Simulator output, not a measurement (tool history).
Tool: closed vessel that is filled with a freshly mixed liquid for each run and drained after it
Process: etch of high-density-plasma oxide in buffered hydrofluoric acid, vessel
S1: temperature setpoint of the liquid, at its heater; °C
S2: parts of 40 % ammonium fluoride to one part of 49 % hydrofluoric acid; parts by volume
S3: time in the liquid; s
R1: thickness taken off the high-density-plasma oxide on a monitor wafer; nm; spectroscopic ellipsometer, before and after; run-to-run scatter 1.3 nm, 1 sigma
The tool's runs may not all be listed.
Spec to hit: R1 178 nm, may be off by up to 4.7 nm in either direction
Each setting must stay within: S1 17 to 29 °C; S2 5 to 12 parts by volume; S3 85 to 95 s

run	hour	S1	S2	S3	R1
1	0	21	7	85	118.36
2	1.5	21	8.5	85	96.335
3	3.5	18.5	8.5	85	82.726
4	12.5	18.5	8.5	95	93.755
5	21.7	18.5	7	95	115.59
6	24.8	19.5	7	95	121.57
7	32.6	23.5	7	95	150.9
8	41.9	24	7	95	157.11
9	48.8	24.5	7	95	160.97
10	52.4	25	7	95	165.4
11	57	25.5	7	95	170.93

Pick the move, out of 4, that brings all results within their allowed miss; only one does.
A	61.6	26	7	90	?
B	61.6	26	7.5	95	?
C	61.6	26	6	85	?
D	61.6	22	5	95	?

move	R1
A	168.96
B	165.55
C	182.37
D	190.81
A: further off than the last run
B: further off than the last run
C: each result inside its tolerance
D: takes the biggest miss from the last run beyond its target
So the answer is move C, the one that meets all the targets.
